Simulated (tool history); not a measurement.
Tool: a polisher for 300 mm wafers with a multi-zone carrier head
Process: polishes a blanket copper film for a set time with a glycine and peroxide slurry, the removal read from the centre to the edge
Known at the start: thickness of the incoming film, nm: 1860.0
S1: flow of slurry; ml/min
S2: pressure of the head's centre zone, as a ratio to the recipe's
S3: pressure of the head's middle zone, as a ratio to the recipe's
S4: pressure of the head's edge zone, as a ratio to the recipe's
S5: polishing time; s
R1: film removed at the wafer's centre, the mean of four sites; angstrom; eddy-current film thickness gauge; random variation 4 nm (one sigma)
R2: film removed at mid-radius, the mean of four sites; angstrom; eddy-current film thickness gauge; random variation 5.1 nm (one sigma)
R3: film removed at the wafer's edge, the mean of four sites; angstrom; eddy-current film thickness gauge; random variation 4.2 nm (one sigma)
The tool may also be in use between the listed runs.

run	hour	S1	S2	S3	S4	S5	R1	R2	R3
1	0	130	1	1	1	62	2990.8	2955	2933.2
2	3.8	130	1	1	1	75	3605.9	3597.6	3568.9
3	11.3	130	1	1	1	61	2983	2865.5	2877.8
4	15.2	130	1	0.97	1	61	2939.7	2826.3	2888
5	18.7	135	1.01	1	1	63	3099.3	3019.4	3079.3
6	23.6	135	1.03	1.03	0.97	65	3261	3196.5	3125.9
7	30	140	1.04	1.05	0.95	66	3392.2	3328.7	3189.3

Run 8 comes next. What will it give?
8	38.8	175	1.1	1.15	0.94	77	?	?	?

{"run 8": {"R1": 4417, "R2": 4357.5, "R3": 3758.4}}
